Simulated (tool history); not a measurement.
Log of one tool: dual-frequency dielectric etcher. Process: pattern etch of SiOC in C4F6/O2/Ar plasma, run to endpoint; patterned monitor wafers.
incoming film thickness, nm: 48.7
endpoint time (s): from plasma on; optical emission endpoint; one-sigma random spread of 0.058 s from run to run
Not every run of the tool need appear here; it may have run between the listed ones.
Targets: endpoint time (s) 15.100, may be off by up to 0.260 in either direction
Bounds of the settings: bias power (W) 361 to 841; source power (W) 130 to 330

{"run": 1, "hour": 0.0, "bias power (W)": 601, "source power (W)": 230, "endpoint time (s)": 19.385}
{"run": 2, "hour": 6.4, "bias power (W)": 601, "source power (W)": 250, "endpoint time (s)": 18.773}
{"run": 3, "hour": 7.9, "bias power (W)": 601, "source power (W)": 220, "endpoint time (s)": 19.519}
{"run": 4, "hour": 12.2, "bias power (W)": 601, "source power (W)": 190, "endpoint time (s)": 20.556}
{"run": 5, "hour": 20.1, "bias power (W)": 635, "source power (W)": 200, "endpoint time (s)": 19.561}
{"run": 6, "hour": 27.5, "bias power (W)": 734, "source power (W)": 200, "endpoint time (s)": 17.943}
{"run": 7, "hour": 32.5, "bias power (W)": 749, "source power (W)": 210, "endpoint time (s)": 17.454}
{"run": 8, "hour": 39.1, "bias power (W)": 762, "source power (W)": 220, "endpoint time (s)": 16.961}
{"run": 9, "hour": 40.3, "bias power (W)": 773, "source power (W)": 220, "endpoint time (s)": 16.768}
{"run": 10, "hour": 46.1, "bias power (W)": 783, "source power (W)": 220, "endpoint time (s)": 16.766}
{"run": 11, "hour": 50.5, "bias power (W)": 791, "source power (W)": 230, "endpoint time (s)": 16.412}
{"run": 12, "hour": 55.2, "bias power (W)": 798, "source power (W)": 230, "endpoint time (s)": 16.28}
{"run": 13, "hour": 63.1, "bias power (W)": 804, "source power (W)": 230, "endpoint time (s)": 16.222}
{"run": 14, "hour": 70.7, "bias power (W)": 809, "source power (W)": 230, "endpoint time (s)": 16.075}
{"run": 15, "hour": 72.4, "bias power (W)": 814, "source power (W)": 230, "endpoint time (s)": 16.168}
{"run": 16, "hour": 79.3, "bias power (W)": 818, "source power (W)": 240, "endpoint time (s)": 15.906}
{"run": 17, "hour": 80.6, "bias power (W)": 821, "source power (W)": 240, "endpoint time (s)": 15.841}
{"run": 18, "hour": 88.0, "bias power (W)": 824, "source power (W)": 240, "endpoint time (s)": 15.852}
{"run": 19, "hour": 94.5, "bias power (W)": 826, "source power (W)": 240, "endpoint time (s)": 15.862}
{"run": 20, "hour": 98.2, "bias power (W)": 828, "source power (W)": 250, "endpoint time (s)": 15.586}
{"run": 21, "hour": 103.7, "bias power (W)": 830, "source power (W)": 250, "endpoint time (s)": 15.524}
{"run": 22, "hour": 106.2, "bias power (W)": 830, "source power (W)": 250, "endpoint time (s)": 15.634}
{"run": 23, "hour": 111.7, "bias power (W)": 832, "source power (W)": 250, "endpoint time (s)": 15.623}
{"run": 24, "hour": 116.2, "bias power (W)": 833, "source power (W)": 250, "endpoint time (s)": 15.421}
{"run": 25, "hour": 124.7, "bias power (W)": 834, "source power (W)": 250, "endpoint time (s)": 15.468}
{"run": 26, "hour": 126.3, "bias power (W)": 835, "source power (W)": 250, "endpoint time (s)": 15.421}
{"run": 27, "hour": 131.3, "bias power (W)": 836, "source power (W)": 250, "endpoint time (s)": 15.431}

4 next moves are on the table. One of them brings every result within its allowed miss. Which?
{"run": "A", "hour": 136.3, "bias power (W)": 841, "source power (W)": 270, "endpoint time (s)": "?"}
{"run": "B", "hour": 136.3, "bias power (W)": 821, "source power (W)": 240, "endpoint time (s)": "?"}
{"run": "C", "hour": 136.3, "bias power (W)": 834, "source power (W)": 230, "endpoint time (s)": "?"}
{"run": "D", "hour": 136.3, "bias power (W)": 771, "source power (W)": 270, "endpoint time (s)": "?"}

move=A endpoint_time_(s)=14.959
move=B endpoint_time_(s)=15.740
move=C endpoint_time_(s)=15.811
move=D endpoint_time_(s)=15.716
A: all results land within tolerance of their targets
B: the biggest miss grows against the last run
C: the biggest miss grows against the last run
D: the biggest miss grows against the last run
A is the move that brings every result within its allowed miss.
